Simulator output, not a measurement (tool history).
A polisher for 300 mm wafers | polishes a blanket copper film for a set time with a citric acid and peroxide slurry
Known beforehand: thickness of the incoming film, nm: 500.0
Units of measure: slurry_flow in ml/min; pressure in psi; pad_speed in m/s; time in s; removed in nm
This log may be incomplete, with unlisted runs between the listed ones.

run	hour	slurry_flow	pressure	pad_speed	slurry_solids	time	removed
1	0	185	2.9	1	1	63	105.99
2	8.4	185	2.9	1	1	66	107.47
3	9.7	185	2.9	1	1	66	110.3
4	10.5	185	2.9	1	1	66	109.5
5	14.6	185	2.9	1	1	63	103.78
6	15.5	185	2.7	0.98	1	63	99.077
7	19.9	185	2.5	0.94	1	63	86.382
8	20.6	185	2.3	0.94	1	63	81.655
9	28.6	185	2.1	0.94	1	63	74.264

Expected results for the next run?
10	35.8	185	2	0.94	1	63	?

removed: 69.424 nm
